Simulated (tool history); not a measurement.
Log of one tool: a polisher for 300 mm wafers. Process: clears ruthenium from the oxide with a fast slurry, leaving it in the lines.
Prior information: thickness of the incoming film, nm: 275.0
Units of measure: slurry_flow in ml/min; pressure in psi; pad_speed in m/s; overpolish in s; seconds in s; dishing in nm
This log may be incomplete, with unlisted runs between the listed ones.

Run 1, hour 0.0: slurry_flow 305 ml/min, pressure 2.1 psi, pad_speed 1.02 m/s, slurry_solids 1.0, overpolish 22 s. Result: seconds 70.124 s, dishing 65.514 nm.
Run 2, hour 6.1: slurry_flow 305 ml/min, pressure 2.0 psi, pad_speed 1.02 m/s, slurry_solids 1.0, overpolish 25 s. Result: seconds 74.696 s, dishing 70.208 nm.
Run 3, hour 14.6: slurry_flow 305 ml/min, pressure 2.2 psi, pad_speed 1.02 m/s, slurry_solids 1.0, overpolish 25 s. Result: seconds 66.923 s, dishing 76.250 nm.
Run 4, hour 15.7: slurry_flow 305 ml/min, pressure 2.2 psi, pad_speed 1.02 m/s, slurry_solids 1.0, overpolish 16 s. Result: seconds 66.810 s, dishing 51.384 nm.
Run 5, hour 16.8: slurry_flow 305 ml/min, pressure 2.1 psi, pad_speed 1.02 m/s, slurry_solids 1.0, overpolish 20 s. Result: seconds 70.734 s, dishing 59.608 nm.
Run 6, hour 19.3: slurry_flow 305 ml/min, pressure 2.0 psi, pad_speed 1.02 m/s, slurry_solids 1.0, overpolish 23 s. Result: seconds 74.786 s, dishing 65.781 nm.
Run 7, hour 23.7: slurry_flow 305 ml/min, pressure 1.9 psi, pad_speed 1.02 m/s, slurry_solids 1.0, overpolish 25 s. Result: seconds 77.651 s, dishing 67.863 nm.

Estimate the outcome of run 8 from the log above:
Run 8, hour 32.4: slurry_flow 305 ml/min, pressure 1.8 psi, pad_speed 1.02 m/s, slurry_solids 1.0, overpolish 27 s. Result: seconds ?, dishing ?.

Run 8 gave seconds 81.917 s, dishing 70.374 nm.

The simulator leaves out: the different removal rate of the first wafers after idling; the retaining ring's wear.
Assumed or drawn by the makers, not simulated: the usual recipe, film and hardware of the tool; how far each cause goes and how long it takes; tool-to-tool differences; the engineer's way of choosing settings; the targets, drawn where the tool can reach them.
